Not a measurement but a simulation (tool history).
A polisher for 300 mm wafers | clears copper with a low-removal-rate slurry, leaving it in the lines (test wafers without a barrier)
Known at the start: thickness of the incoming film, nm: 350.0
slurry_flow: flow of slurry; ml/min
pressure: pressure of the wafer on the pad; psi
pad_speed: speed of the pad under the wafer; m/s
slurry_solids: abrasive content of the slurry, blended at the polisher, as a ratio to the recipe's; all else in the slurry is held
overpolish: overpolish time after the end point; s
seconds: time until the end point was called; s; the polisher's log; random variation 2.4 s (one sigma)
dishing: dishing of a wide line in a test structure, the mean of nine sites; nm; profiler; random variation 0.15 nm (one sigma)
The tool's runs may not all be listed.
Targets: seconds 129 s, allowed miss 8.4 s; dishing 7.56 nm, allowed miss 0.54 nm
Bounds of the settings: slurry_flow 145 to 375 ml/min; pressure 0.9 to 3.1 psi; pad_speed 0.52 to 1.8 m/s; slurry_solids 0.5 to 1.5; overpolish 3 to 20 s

run	hour	slurry_flow	pressure	pad_speed	slurry_solids	overpolish	seconds	dishing
1	0	240	2	1.16	1	10	143.67	15.558
2	5.5	240	2	1.18	1	8	143.79	12.856
3	6.1	240	2	1.18	1.1	8	137.07	13.355
4	10.1	210	2	1.18	1.1	8	137.06	13.129
5	16.5	195	1.9	1.18	1.2	7	150.37	11.001
6	18.6	195	1.9	1.18	1.2	4	145.58	6.6962
7	26.1	195	2	1.18	1.2	4	138.02	7.0007
8	28.1	195	2.1	1.18	1.2	4	134.51	7.1711

4 next moves are on the table. One of them brings every result within its allowed miss. Which?
A	30.1	190	2.2	1.08	1.15	4	?	?
B	30.1	205	1.9	1.52	1.05	3	?	?
C	30.1	160	2.3	1.02	1.3	4	?	?
D	30.1	185	2.1	1.28	1.1	4	?	?

move	seconds	dishing
A	148.87	6.5803
B	118.81	6.1909
C	153.86	6.3767
D	132.06	7.3803
A: further off than the last run
B: further off than the last run
C: further off than the last run
D: meets every target
Answer: D

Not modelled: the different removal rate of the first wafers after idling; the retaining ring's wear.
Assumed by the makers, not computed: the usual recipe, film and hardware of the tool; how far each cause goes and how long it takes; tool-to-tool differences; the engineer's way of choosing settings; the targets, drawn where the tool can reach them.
